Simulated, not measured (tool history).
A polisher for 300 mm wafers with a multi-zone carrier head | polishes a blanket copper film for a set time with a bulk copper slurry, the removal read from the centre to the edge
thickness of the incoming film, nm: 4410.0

run,hour,flow of slurry (ml/min),pressure of the head's centre zone,pressure of the head's middle zone,pressure of the head's edge zone,abrasive content of the slurry,polishing time (s),film removed at the wafer's centre (nm),film removed at mid-radius (nm),film removed at the wafer's edge (nm)
1,0.0,210,1.00,1.00,1.00,1.0,40,350.87,346.03,332.44
2,6.9,215,1.01,1.00,1.03,1.1,41,374.95,362.11,353.96
3,11.8,215,1.01,1.07,1.03,1.1,41,374.28,375.82,353.12
4,18.2,215,1.01,1.13,1.03,1.1,41,372.00,385.04,347.39
5,23.0,215,1.01,1.13,1.03,1.1,48,438.83,457.36,414.04
6,28.5,215,1.01,1.13,1.10,1.1,48,441.76,457.02,428.15
7,31.0,215,1.01,1.13,1.10,1.1,48,434.67,445.61,425.37

Forecast run 8:
8,38.9,230,1.02,1.12,1.12,1.1,48,?,?,?

{"run 8": {"film removed at the wafer's centre (nm)": 445.63, "film removed at mid-radius (nm)": 456.2, "film removed at the wafer's edge (nm)": 434.26}}
